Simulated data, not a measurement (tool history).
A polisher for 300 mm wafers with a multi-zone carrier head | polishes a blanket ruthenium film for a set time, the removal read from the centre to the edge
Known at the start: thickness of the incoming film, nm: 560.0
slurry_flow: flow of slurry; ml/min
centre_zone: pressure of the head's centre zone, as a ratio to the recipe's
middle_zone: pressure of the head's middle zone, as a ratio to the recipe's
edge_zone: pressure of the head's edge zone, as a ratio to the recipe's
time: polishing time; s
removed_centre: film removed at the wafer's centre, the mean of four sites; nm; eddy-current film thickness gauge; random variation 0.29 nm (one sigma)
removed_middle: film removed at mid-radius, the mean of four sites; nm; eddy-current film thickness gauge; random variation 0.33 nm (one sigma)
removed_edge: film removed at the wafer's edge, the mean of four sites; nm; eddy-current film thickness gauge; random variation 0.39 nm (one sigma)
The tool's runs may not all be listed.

run  hour  slurry_flow  centre_zone  middle_zone  edge_zone  time  removed_centre  removed_middle  removed_edge
  1     0          260            1            1          1    46          34.128           34.82        34.706
  2   4.8          260            1            1          1    54          39.424           40.58         40.59
  3  10.6          260            1         1.05          1    54          39.022          42.852        39.975
  4  18.6          260            1         0.97          1    54          39.695          40.405        39.706
  5    20          260            1         1.03          1    54          39.273          42.615         40.47
  6  21.1          255         0.95         1.01       0.98    48          33.018          37.175        35.653

The next listed run, before its measurement:
  7  27.1          250         0.93         0.98       0.97    43               ?               ?             ?

Run 7 gave removed_centre 28.976 nm, removed_middle 32.665 nm, removed_edge 32.095 nm.

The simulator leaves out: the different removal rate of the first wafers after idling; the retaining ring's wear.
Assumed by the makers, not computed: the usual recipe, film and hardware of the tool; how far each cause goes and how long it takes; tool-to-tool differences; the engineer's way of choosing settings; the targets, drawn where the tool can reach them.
